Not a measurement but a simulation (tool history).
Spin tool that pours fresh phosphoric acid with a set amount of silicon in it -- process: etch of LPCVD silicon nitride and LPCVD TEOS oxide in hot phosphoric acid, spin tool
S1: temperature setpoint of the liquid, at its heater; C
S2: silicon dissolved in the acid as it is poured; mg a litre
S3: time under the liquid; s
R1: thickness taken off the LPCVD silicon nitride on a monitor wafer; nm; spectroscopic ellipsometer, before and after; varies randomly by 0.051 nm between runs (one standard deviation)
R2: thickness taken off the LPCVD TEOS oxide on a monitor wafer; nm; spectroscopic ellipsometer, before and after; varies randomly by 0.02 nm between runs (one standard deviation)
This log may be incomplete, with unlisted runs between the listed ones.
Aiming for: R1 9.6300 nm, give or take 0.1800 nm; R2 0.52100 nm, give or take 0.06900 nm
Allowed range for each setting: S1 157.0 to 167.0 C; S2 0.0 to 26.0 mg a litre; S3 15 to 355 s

run	hour	S1	S2	S3	R1	R2
1	0.0	162.0	11.5	180	17.0530	0.99391
2	3.5	161.5	11.0	170	15.9070	0.90320
3	9.2	161.5	13.5	170	15.9760	0.92293
4	16.8	161.0	13.0	160	14.7030	0.81260
5	23.3	161.0	13.0	130	11.9580	0.65394
6	26.6	160.5	12.0	130	11.8430	0.65929
7	32.8	160.0	11.5	130	11.5910	0.59133
8	37.1	160.0	10.5	125	11.0400	0.62310
9	45.0	159.5	10.0	125	10.9490	0.62686
10	48.5	159.0	10.0	125	10.7390	0.59054
11	51.0	158.0	9.0	120	9.9126	0.52245
12	59.1	158.0	8.5	120	9.9364	0.54006
13	66.7	157.5	8.0	120	9.7838	0.52068
14	71.2	157.5	7.5	120	9.7937	0.56863

Which of these 5 next moves meets every target?
A	75.7	158.0	10.0	120	?	?
B	75.7	158.0	6.0	120	?	?
C	75.7	157.0	12.5	130	?	?
D	75.7	157.0	14.5	125	?	?
E	75.7	159.5	11.0	110	?	?

move	R1	R2
A	10.0250	0.47910
B	10.0250	0.52168
C	10.4980	0.45478
D	10.0940	0.41671
E	9.6676	0.48020
A: its largest miss is bigger than the last run's
B: its largest miss is bigger than the last run's
C: its largest miss is bigger than the last run's
D: its largest miss is bigger than the last run's
E: each result inside its tolerance
Answer: E

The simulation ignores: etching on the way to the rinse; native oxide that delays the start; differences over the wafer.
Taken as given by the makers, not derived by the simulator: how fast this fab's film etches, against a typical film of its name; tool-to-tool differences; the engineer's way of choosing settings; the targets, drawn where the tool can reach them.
